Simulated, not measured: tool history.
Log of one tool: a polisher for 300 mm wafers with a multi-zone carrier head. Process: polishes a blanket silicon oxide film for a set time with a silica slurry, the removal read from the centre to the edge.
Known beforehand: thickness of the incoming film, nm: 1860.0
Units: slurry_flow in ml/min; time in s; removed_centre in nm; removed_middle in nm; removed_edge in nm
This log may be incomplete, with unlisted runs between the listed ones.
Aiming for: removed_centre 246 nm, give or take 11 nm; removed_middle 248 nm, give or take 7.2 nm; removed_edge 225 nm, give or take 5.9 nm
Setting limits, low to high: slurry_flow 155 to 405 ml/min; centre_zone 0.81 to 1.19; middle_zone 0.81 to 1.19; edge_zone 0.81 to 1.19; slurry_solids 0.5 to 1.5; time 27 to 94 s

{"run": 1, "hour": 0.0, "slurry_flow": 260, "centre_zone": 1, "middle_zone": 1, "edge_zone": 1, "slurry_solids": 1, "time": 60, "removed_centre": 188.17, "removed_middle": 197.87, "removed_edge": 193.61}
{"run": 2, "hour": 6.6, "slurry_flow": 260, "centre_zone": 1, "middle_zone": 1, "edge_zone": 1, "slurry_solids": 0.9, "time": 60, "removed_centre": 178.66, "removed_middle": 185.9, "removed_edge": 184.12}
{"run": 3, "hour": 15.4, "slurry_flow": 260, "centre_zone": 1.03, "middle_zone": 1, "edge_zone": 1, "slurry_solids": 0.9, "time": 60, "removed_centre": 185.91, "removed_middle": 186.16, "removed_edge": 184.91}
{"run": 4, "hour": 24.0, "slurry_flow": 270, "centre_zone": 1.06, "middle_zone": 1.04, "edge_zone": 1.03, "slurry_solids": 0.95, "time": 60, "removed_centre": 201.11, "removed_middle": 196.21, "removed_edge": 193.78}
{"run": 5, "hour": 26.9, "slurry_flow": 280, "centre_zone": 1.07, "middle_zone": 1.07, "edge_zone": 1.04, "slurry_solids": 1, "time": 60, "removed_centre": 207.61, "removed_middle": 208.22, "removed_edge": 196.56}
{"run": 6, "hour": 35.2, "slurry_flow": 285, "centre_zone": 1.08, "middle_zone": 1.09, "edge_zone": 1.06, "slurry_solids": 1.05, "time": 60, "removed_centre": 210.04, "removed_middle": 216.41, "removed_edge": 207.06}
{"run": 7, "hour": 39.0, "slurry_flow": 295, "centre_zone": 1.1, "middle_zone": 1.11, "edge_zone": 1.07, "slurry_solids": 1.05, "time": 60, "removed_centre": 223.88, "removed_middle": 223, "removed_edge": 206.33}
{"run": 8, "hour": 47.7, "slurry_flow": 335, "centre_zone": 1.09, "middle_zone": 1.16, "edge_zone": 1.17, "slurry_solids": 1.15, "time": 60, "removed_centre": 229.09, "removed_middle": 245.07, "removed_edge": 226.29}
{"run": 9, "hour": 53.9, "slurry_flow": 340, "centre_zone": 1.1, "middle_zone": 1.16, "edge_zone": 1.17, "slurry_solids": 1.15, "time": 60, "removed_centre": 233.9, "removed_middle": 247.37, "removed_edge": 225.06}

Which of these 5 next moves meets every target?
{"run": "A", "hour": 60.1, "slurry_flow": 255, "centre_zone": 1.16, "middle_zone": 1.14, "edge_zone": 1.14, "slurry_solids": 1.05, "time": 70, "removed_centre": "?", "removed_middle": "?", "removed_edge": "?"}
{"run": "B", "hour": 60.1, "slurry_flow": 260, "centre_zone": 1.04, "middle_zone": 1.16, "edge_zone": 1.19, "slurry_solids": 1.1, "time": 62, "removed_centre": "?", "removed_middle": "?", "removed_edge": "?"}
{"run": "C", "hour": 60.1, "slurry_flow": 355, "centre_zone": 1.17, "middle_zone": 1.1, "edge_zone": 1.19, "slurry_solids": 1.25, "time": 57, "removed_centre": "?", "removed_middle": "?", "removed_edge": "?"}
{"run": "D", "hour": 60.1, "slurry_flow": 355, "centre_zone": 1.16, "middle_zone": 1.18, "edge_zone": 1.19, "slurry_solids": 1.35, "time": 55, "removed_centre": "?", "removed_middle": "?", "removed_edge": "?"}
{"run": "E", "hour": 60.1, "slurry_flow": 315, "centre_zone": 1.08, "middle_zone": 1.15, "edge_zone": 1.11, "slurry_solids": 1.1, "time": 67, "removed_centre": "?", "removed_middle": "?", "removed_edge": "?"}

move=A removed_centre=270.35 removed_middle=260.89 removed_edge=243.33
move=B removed_centre=220.13 removed_middle=240.74 removed_edge=224.44
move=C removed_centre=249.76 removed_middle=231.02 removed_edge=224.23
move=D removed_centre=247.08 removed_middle=244.76 removed_edge=223.38
move=E removed_centre=252.36 removed_middle=263.19 removed_edge=239.94
A: takes the biggest miss from the last run beyond its target
B: lands further from the targets than the last run did
C: the worst result of the last run now meets its target, but another is out of spec
D: all results in spec
E: the worst result of the last run now meets its target, but another is out of spec
D is the move that brings every result within its allowed miss.
